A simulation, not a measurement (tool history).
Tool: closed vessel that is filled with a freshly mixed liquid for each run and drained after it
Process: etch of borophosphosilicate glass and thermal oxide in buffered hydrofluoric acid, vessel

run	day	temperature setpoint of the liquid (K)	parts of 40 % ammonium fluoride to one part of 49 % hydrofluoric acid (parts by volume)	time in the liquid (s)	thickness taken off the borophosphosilicate glass on a monitor wafer (Å)	thickness taken off the thermal oxide on a monitor wafer (Å)
1	0.000	297.15	15.5	60	1295.2	394.72
2	0.367	294.15	15.5	60	1098.2	342.29
3	0.625	294.15	13.0	60	1307.8	399.76
4	0.825	295.15	13.0	60	1396.6	416.67
5	0.900	295.65	13.0	60	1420.4	435.49
6	1.067	295.65	15.0	60	1243.9	374.41
7	1.333	299.65	14.5	60	1598.8	482.48

The next listed run, before its measurement:
8	1.508	300.15	14.5	60	?	?

{"run 8": {"thickness taken off the borophosphosilicate glass on a monitor wafer (Å)": 1619.5, "thickness taken off the thermal oxide on a monitor wafer (Å)": 497.37}}
